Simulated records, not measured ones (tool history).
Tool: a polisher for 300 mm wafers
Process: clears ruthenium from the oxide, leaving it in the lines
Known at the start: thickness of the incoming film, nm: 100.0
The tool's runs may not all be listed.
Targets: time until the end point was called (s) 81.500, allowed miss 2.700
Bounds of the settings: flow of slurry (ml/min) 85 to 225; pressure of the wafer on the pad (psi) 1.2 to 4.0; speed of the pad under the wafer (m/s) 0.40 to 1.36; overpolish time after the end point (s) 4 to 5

run	hour	flow of slurry (ml/min)	pressure of the wafer on the pad (psi)	speed of the pad under the wafer (m/s)	overpolish time after the end point (s)	time until the end point was called (s)
1	0.0	145	2.6	0.88	5	70.931
2	6.3	145	2.6	1.08	5	57.005
3	13.0	145	2.5	1.08	5	59.983
4	15.8	145	2.4	1.08	5	60.040
5	20.9	125	2.4	1.08	5	63.424
6	25.3	125	2.4	1.08	5	62.890
7	31.5	125	2.3	1.08	5	65.361
# hour 37.7: worn pad replaced by a new one
8	37.7	125	2.2	1.08	5	60.417
9	41.5	120	2.2	1.04	5	64.649
10	48.1	120	2.1	1.02	5	67.073
11	55.8	120	2.0	1.00	5	70.829

5 next moves are on the table. One of them brings every result within its allowed miss. Which?
A	63.5	130	1.9	0.98	5	?
B	63.5	95	2.4	0.80	5	?
C	63.5	110	1.9	1.02	4	?
D	63.5	120	2.0	0.94	5	?
E	63.5	110	2.1	0.94	5	?

move	time until the end point was called (s)
A	73.663
B	81.304
C	73.653
D	75.167
E	74.005
A: nearer than the last run, and not there yet
B: meets every target
C: nearer than the last run, and not there yet
D: nearer than the last run, and not there yet
E: nearer than the last run, and not there yet
Move B is the one to make.

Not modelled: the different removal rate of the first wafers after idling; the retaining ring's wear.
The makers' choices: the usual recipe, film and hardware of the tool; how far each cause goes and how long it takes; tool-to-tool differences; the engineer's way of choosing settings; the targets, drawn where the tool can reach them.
